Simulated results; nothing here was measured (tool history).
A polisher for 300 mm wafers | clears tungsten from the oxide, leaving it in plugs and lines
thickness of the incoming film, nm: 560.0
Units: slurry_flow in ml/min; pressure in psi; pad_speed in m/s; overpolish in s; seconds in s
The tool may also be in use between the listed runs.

run	hour	slurry_flow	pressure	pad_speed	slurry_solids	overpolish	seconds
1	0.0	290	4.0	1.28	1.0	35	84.937
2	1.9	290	3.3	1.28	1.0	35	102.250
3	10.4	290	4.1	1.28	1.0	35	83.032
4	17.0	290	3.4	1.28	1.0	35	99.398
5	21.4	290	3.4	1.12	1.0	35	111.680
# hour 27.6: slurry tank refilled with fresh slurry and peroxide
6	27.6	290	3.4	1.12	0.9	35	94.549

Forecast run 7:
7	35.1	290	2.9	1.08	0.9	35	?

Run 7 gave seconds 112.810 s.
